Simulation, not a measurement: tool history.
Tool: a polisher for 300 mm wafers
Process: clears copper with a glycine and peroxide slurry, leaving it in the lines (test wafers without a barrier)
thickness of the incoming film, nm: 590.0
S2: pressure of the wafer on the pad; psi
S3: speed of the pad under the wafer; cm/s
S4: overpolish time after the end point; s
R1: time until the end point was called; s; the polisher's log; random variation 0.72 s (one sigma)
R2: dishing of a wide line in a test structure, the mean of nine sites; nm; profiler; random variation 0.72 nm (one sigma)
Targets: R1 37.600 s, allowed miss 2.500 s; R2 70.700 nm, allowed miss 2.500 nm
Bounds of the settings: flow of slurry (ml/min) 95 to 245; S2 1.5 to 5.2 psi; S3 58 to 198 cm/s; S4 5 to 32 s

Run 1, hour 0.0: flow of slurry (ml/min) 155, S2 3.3 psi, S3 128 cm/s, S4 16 s. Result: R1 66.896 s, R2 69.718 nm.
Run 2, hour 3.4: flow of slurry (ml/min) 155, S2 3.3 psi, S3 128 cm/s, S4 13 s. Result: R1 66.965 s, R2 60.425 nm.
Run 3, hour 4.5: flow of slurry (ml/min) 155, S2 3.3 psi, S3 128 cm/s, S4 18 s. Result: R1 64.438 s, R2 76.997 nm.
Run 4, hour 7.9: flow of slurry (ml/min) 155, S2 3.3 psi, S3 146 cm/s, S4 18 s. Result: R1 57.070 s, R2 81.644 nm.
Run 5, hour 9.0: flow of slurry (ml/min) 155, S2 3.3 psi, S3 146 cm/s, S4 22 s. Result: R1 57.596 s, R2 97.158 nm.
Run 6, hour 17.4: flow of slurry (ml/min) 155, S2 3.9 psi, S3 146 cm/s, S4 22 s. Result: R1 51.894 s, R2 107.050 nm.
Run 7, hour 23.8: flow of slurry (ml/min) 165, S2 3.9 psi, S3 158 cm/s, S4 17 s. Result: R1 46.718 s, R2 94.703 nm.
Run 8, hour 24.6: flow of slurry (ml/min) 210, S2 4.5 psi, S3 160 cm/s, S4 9 s. Result: R1 39.117 s, R2 67.512 nm.
Run 9, hour 28.3: flow of slurry (ml/min) 210, S2 4.5 psi, S3 160 cm/s, S4 9 s. Result: R1 39.357 s, R2 67.439 nm.
Run 10, hour 34.3: flow of slurry (ml/min) 210, S2 4.5 psi, S3 160 cm/s, S4 9 s. Result: R1 39.131 s, R2 67.658 nm.

Which of these 4 next moves meets every target?
Run A, hour 40.3: flow of slurry (ml/min) 220, S2 4.2 psi, S3 182 cm/s, S4 9 s. Result: R1 ?, R2 ?.
Run B, hour 40.3: flow of slurry (ml/min) 225, S2 4.6 psi, S3 140 cm/s, S4 11 s. Result: R1 ?, R2 ?.
Run C, hour 40.3: flow of slurry (ml/min) 215, S2 4.5 psi, S3 146 cm/s, S4 10 s. Result: R1 ?, R2 ?.
Run D, hour 40.3: flow of slurry (ml/min) 205, S2 4.4 psi, S3 140 cm/s, S4 11 s. Result: R1 ?, R2 ?.

move      R1      R2
   A  37.182  69.842
   B  42.689  74.007
   C  42.266  69.079
   D  44.875  70.993
A: meets every target
B: takes the result that was furthest off past its target
C: brings the result that was furthest off to its target, and leaves another outside
D: brings the result that was furthest off to its target, and leaves another outside
Move A is the one to make.
